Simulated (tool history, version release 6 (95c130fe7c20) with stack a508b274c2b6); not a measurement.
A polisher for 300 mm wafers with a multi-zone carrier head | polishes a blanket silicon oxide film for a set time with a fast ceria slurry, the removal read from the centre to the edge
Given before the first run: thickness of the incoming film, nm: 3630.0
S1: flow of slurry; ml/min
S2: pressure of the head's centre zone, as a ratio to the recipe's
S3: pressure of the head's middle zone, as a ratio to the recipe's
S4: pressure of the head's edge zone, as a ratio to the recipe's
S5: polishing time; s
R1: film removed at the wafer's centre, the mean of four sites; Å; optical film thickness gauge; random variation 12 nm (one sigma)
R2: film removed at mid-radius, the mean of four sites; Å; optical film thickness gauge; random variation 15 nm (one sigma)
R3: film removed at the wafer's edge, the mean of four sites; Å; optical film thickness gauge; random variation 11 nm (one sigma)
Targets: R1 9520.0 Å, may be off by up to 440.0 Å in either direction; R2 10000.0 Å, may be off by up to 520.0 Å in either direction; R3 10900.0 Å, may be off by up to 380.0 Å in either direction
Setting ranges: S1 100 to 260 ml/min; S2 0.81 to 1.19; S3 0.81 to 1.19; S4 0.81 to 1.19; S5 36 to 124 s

Run 1, hour 0.0: S1 165 ml/min, S2 1.00, S3 1.00, S4 1.00, S5 79 s. Result: R1 8583.1 Å, R2 8505.8 Å, R3 8495.8 Å.
Run 2, hour 1.4: S1 165 ml/min, S2 1.00, S3 0.92, S4 1.00, S5 79 s. Result: R1 8420.5 Å, R2 8257.1 Å, R3 8401.7 Å.
Run 3, hour 3.1: S1 170 ml/min, S2 0.99, S3 0.93, S4 1.04, S5 82 s. Result: R1 8803.5 Å, R2 8623.0 Å, R3 8972.5 Å.
Run 4, hour 9.2: S1 175 ml/min, S2 0.97, S3 0.94, S4 1.07, S5 84 s. Result: R1 8719.2 Å, R2 8824.6 Å, R3 9514.7 Å.
Run 5, hour 14.4: S1 175 ml/min, S2 0.97, S3 0.94, S4 1.07, S5 69 s. Result: R1 7185.6 Å, R2 7224.1 Å, R3 7697.1 Å.
Run 6, hour 19.1: S1 175 ml/min, S2 0.97, S3 1.01, S4 1.07, S5 69 s. Result: R1 7375.5 Å, R2 7758.6 Å, R3 7714.4 Å.
Run 7, hour 24.9: S1 180 ml/min, S2 0.97, S3 1.00, S4 1.09, S5 74 s. Result: R1 7740.1 Å, R2 8073.3 Å, R3 8349.3 Å.
Run 8, hour 32.0: S1 210 ml/min, S2 0.99, S3 1.03, S4 1.19, S5 93 s. Result: R1 10428.0 Å, R2 10828.0 Å, R3 11072.0 Å.
Run 9, hour 33.6: S1 205 ml/min, S2 0.98, S3 1.02, S4 1.19, S5 93 s. Result: R1 10233.0 Å, R2 10800.0 Å, R3 11054.0 Å.

Below are 4 possible settings for the next run. Only one of them brings all results inside the allowed miss of their targets. Which is it?
Run A, hour 35.2: S1 200 ml/min, S2 0.88, S3 1.11, S4 1.15, S5 93 s. Result: R1 ?, R2 ?, R3 ?.
Run B, hour 35.2: S1 180 ml/min, S2 1.12, S3 1.18, S4 1.07, S5 98 s. Result: R1 ?, R2 ?, R3 ?.
Run C, hour 35.2: S1 205 ml/min, S2 0.93, S3 0.96, S4 1.17, S5 92 s. Result: R1 ?, R2 ?, R3 ?.
Run D, hour 35.2: S1 200 ml/min, S2 1.04, S3 0.92, S4 1.19, S5 97 s. Result: R1 ?, R2 ?, R3 ?.

move       R1       R2       R3
   A   9112.3  11508.0  10913.0
   B  11769.0  12571.0  10949.0
   C   9504.3  10097.0  10942.0
   D  11053.0  10233.0  11616.0
A: the furthest-off result lands on target, but another misses its tolerance
B: its largest miss is bigger than the last run's
C: hits every target within its allowed miss
D: its largest miss is bigger than the last run's
Go with C: it meets all targets.
